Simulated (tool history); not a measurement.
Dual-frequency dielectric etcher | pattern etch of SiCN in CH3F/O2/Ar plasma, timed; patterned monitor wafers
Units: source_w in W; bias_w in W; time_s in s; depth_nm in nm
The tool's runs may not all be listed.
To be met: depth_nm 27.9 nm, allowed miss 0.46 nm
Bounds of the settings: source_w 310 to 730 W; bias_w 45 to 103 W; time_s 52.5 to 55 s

Run 1, day 0: source_w 520 W, bias_w 74 W, time_s 52.5 s. Result: depth_nm 22.582 nm.
Run 2, day 0.112: source_w 580 W, bias_w 79 W, time_s 52.5 s. Result: depth_nm 24.495 nm.
Run 3, day 0.446: source_w 580 W, bias_w 79 W, time_s 52.5 s. Result: depth_nm 24.528 nm.
Run 4, day 0.758: source_w 580 W, bias_w 91 W, time_s 52.5 s. Result: depth_nm 26.528 nm.
Run 5, day 1.029: source_w 600 W, bias_w 91 W, time_s 52.5 s. Result: depth_nm 26.837 nm.
Run 6, day 1.196: source_w 600 W, bias_w 86 W, time_s 52.5 s. Result: depth_nm 25.974 nm.
Run 7, day 1.458: source_w 630 W, bias_w 86 W, time_s 52.5 s. Result: depth_nm 26.421 nm.
Run 8, day 1.708: source_w 650 W, bias_w 86 W, time_s 52.5 s. Result: depth_nm 26.657 nm.

Which of these 4 next moves meets every target?
Run A, day 1.958: source_w 660 W, bias_w 89 W, time_s 55 s. Result: depth_nm ?.
Run B, day 1.958: source_w 680 W, bias_w 83 W, time_s 55 s. Result: depth_nm ?.
Run C, day 1.958: source_w 690 W, bias_w 77 W, time_s 52.5 s. Result: depth_nm ?.
Run D, day 1.958: source_w 590 W, bias_w 97 W, time_s 55 s. Result: depth_nm ?.

move  depth_nm
   A    28.583
   B    27.877
   C    25.721
   D    28.645
A: takes the result that was furthest off past its target
B: meets every target
C: further off than the last run
D: takes the result that was furthest off past its target
Answer: B
